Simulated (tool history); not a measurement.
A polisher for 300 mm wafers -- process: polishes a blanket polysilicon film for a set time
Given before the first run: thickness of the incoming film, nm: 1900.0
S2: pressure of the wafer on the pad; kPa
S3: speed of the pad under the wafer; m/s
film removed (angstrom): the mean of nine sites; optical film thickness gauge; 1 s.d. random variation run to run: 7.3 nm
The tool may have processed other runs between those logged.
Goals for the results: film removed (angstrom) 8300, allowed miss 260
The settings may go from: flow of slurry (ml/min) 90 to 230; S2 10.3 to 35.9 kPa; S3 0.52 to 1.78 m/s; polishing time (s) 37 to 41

{"run": 1, "hour": 0.0, "flow of slurry (ml/min)": 150, "S2": 22.8, "S3": 1.14, "polishing time (s)": 41, "film removed (angstrom)": 5299}
{"run": 2, "hour": 5.9, "flow of slurry (ml/min)": 150, "S2": 28.3, "S3": 1.14, "polishing time (s)": 41, "film removed (angstrom)": 6129.3}
{"run": 3, "hour": 8.4, "flow of slurry (ml/min)": 150, "S2": 28.3, "S3": 0.88, "polishing time (s)": 41, "film removed (angstrom)": 4661.2}
{"run": 4, "hour": 13.7, "flow of slurry (ml/min)": 155, "S2": 30.3, "S3": 0.96, "polishing time (s)": 41, "film removed (angstrom)": 5418.4}
{"run": 5, "hour": 21.0, "flow of slurry (ml/min)": 155, "S2": 27.6, "S3": 0.96, "polishing time (s)": 41, "film removed (angstrom)": 5088.2}
{"run": 6, "hour": 25.8, "flow of slurry (ml/min)": 170, "S2": 29.6, "S3": 1, "polishing time (s)": 41, "film removed (angstrom)": 5598.8}
{"run": 7, "hour": 26.4, "flow of slurry (ml/min)": 170, "S2": 31, "S3": 1.06, "polishing time (s)": 41, "film removed (angstrom)": 6176.4}
{"run": 8, "hour": 32.7, "flow of slurry (ml/min)": 170, "S2": 32.4, "S3": 1.1, "polishing time (s)": 41, "film removed (angstrom)": 6510.3}
{"run": 9, "hour": 33.4, "flow of slurry (ml/min)": 170, "S2": 33.1, "S3": 1.14, "polishing time (s)": 41, "film removed (angstrom)": 6944.8}
{"run": 10, "hour": 40.5, "flow of slurry (ml/min)": 170, "S2": 33.1, "S3": 1.14, "polishing time (s)": 41, "film removed (angstrom)": 6862}
{"run": 11, "hour": 48.1, "flow of slurry (ml/min)": 190, "S2": 35.9, "S3": 1.2, "polishing time (s)": 41, "film removed (angstrom)": 7771.6}
{"run": 12, "hour": 52.8, "flow of slurry (ml/min)": 190, "S2": 35.9, "S3": 1.22, "polishing time (s)": 41, "film removed (angstrom)": 7862.6}
{"run": 13, "hour": 57.5, "flow of slurry (ml/min)": 190, "S2": 35.9, "S3": 1.24, "polishing time (s)": 41, "film removed (angstrom)": 8088.5}

5 next moves are on the table. One of them brings every result within its allowed miss. Which?
{"run": "A", "hour": 62.2, "flow of slurry (ml/min)": 130, "S2": 35.9, "S3": 1.28, "polishing time (s)": 41, "film removed (angstrom)": "?"}
{"run": "B", "hour": 62.2, "flow of slurry (ml/min)": 155, "S2": 35.2, "S3": 1.48, "polishing time (s)": 38, "film removed (angstrom)": "?"}
{"run": "C", "hour": 62.2, "flow of slurry (ml/min)": 195, "S2": 35.2, "S3": 1.38, "polishing time (s)": 41, "film removed (angstrom)": "?"}
{"run": "D", "hour": 62.2, "flow of slurry (ml/min)": 185, "S2": 35.9, "S3": 1.26, "polishing time (s)": 39, "film removed (angstrom)": "?"}
{"run": "E", "hour": 62.2, "flow of slurry (ml/min)": 230, "S2": 31, "S3": 1.38, "polishing time (s)": 38, "film removed (angstrom)": "?"}

move=A film_removed_(angstrom)=7723.3
move=B film_removed_(angstrom)=8426.8
move=C film_removed_(angstrom)=8818.1
move=D film_removed_(angstrom)=7724.8
move=E film_removed_(angstrom)=7665.3
A: further off than the last run
B: meets every target
C: moves the result that the last run missed by most past its target, out the other side
D: further off than the last run
E: further off than the last run
Go with B: it meets all targets.
